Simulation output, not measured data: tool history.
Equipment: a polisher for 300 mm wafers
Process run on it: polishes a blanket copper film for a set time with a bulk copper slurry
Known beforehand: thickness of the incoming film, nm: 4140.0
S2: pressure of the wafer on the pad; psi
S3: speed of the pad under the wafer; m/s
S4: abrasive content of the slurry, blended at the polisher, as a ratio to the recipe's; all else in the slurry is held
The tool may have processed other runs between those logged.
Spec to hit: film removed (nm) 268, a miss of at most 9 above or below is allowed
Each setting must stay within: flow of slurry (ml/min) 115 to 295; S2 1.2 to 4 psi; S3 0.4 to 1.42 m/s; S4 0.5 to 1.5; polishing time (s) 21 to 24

{"run": 1, "hour": 0.0, "flow of slurry (ml/min)": 190, "S2": 2.6, "S3": 0.9, "S4": 1, "polishing time (s)": 24, "film removed (nm)": 185.34}
{"run": 2, "hour": 8.9, "flow of slurry (ml/min)": 160, "S2": 2.6, "S3": 0.9, "S4": 1, "polishing time (s)": 24, "film removed (nm)": 179.18}
{"run": 3, "hour": 10.0, "flow of slurry (ml/min)": 160, "S2": 2.6, "S3": 0.9, "S4": 1, "polishing time (s)": 24, "film removed (nm)": 178.24}
{"run": 4, "hour": 17.3, "flow of slurry (ml/min)": 170, "S2": 2.7, "S3": 0.9, "S4": 1, "polishing time (s)": 24, "film removed (nm)": 181.61}
{"run": 5, "hour": 25.7, "flow of slurry (ml/min)": 140, "S2": 2.7, "S3": 0.9, "S4": 1, "polishing time (s)": 24, "film removed (nm)": 179.58}
{"run": 6, "hour": 30.5, "flow of slurry (ml/min)": 140, "S2": 2.7, "S3": 0.9, "S4": 1.2, "polishing time (s)": 24, "film removed (nm)": 185.21}
{"run": 7, "hour": 33.0, "flow of slurry (ml/min)": 150, "S2": 2.8, "S3": 0.9, "S4": 1.2, "polishing time (s)": 24, "film removed (nm)": 189.87}
{"run": 8, "hour": 38.5, "flow of slurry (ml/min)": 155, "S2": 3, "S3": 0.9, "S4": 1.2, "polishing time (s)": 24, "film removed (nm)": 204.95}
{"run": 9, "hour": 41.7, "flow of slurry (ml/min)": 170, "S2": 3.7, "S3": 0.92, "S4": 1.2, "polishing time (s)": 24, "film removed (nm)": 245.88}

Below are 5 possible settings for the next run. Only one of them brings all results inside the allowed miss of their targets. Which is it?
{"run": "A", "hour": 44.9, "flow of slurry (ml/min)": 165, "S2": 3.7, "S3": 0.92, "S4": 1.2, "polishing time (s)": 23, "film removed (nm)": "?"}
{"run": "B", "hour": 44.9, "flow of slurry (ml/min)": 190, "S2": 3.8, "S3": 0.9, "S4": 1.25, "polishing time (s)": 21, "film removed (nm)": "?"}
{"run": "C", "hour": 44.9, "flow of slurry (ml/min)": 145, "S2": 4, "S3": 1, "S4": 1.1, "polishing time (s)": 24, "film removed (nm)": "?"}
{"run": "D", "hour": 44.9, "flow of slurry (ml/min)": 180, "S2": 3.6, "S3": 0.94, "S4": 1.2, "polishing time (s)": 22, "film removed (nm)": "?"}
{"run": "E", "hour": 44.9, "flow of slurry (ml/min)": 150, "S2": 3.8, "S3": 0.98, "S4": 1.3, "polishing time (s)": 21, "film removed (nm)": "?"}

move=A film_removed_(nm)=232.27
move=B film_removed_(nm)=218.79
move=C film_removed_(nm)=267.22
move=D film_removed_(nm)=225.26
move=E film_removed_(nm)=229.22
A: its largest miss is bigger than the last run's
B: its largest miss is bigger than the last run's
C: every result lands within tolerance
D: its largest miss is bigger than the last run's
E: its largest miss is bigger than the last run's
C is the move that brings every result within its allowed miss.
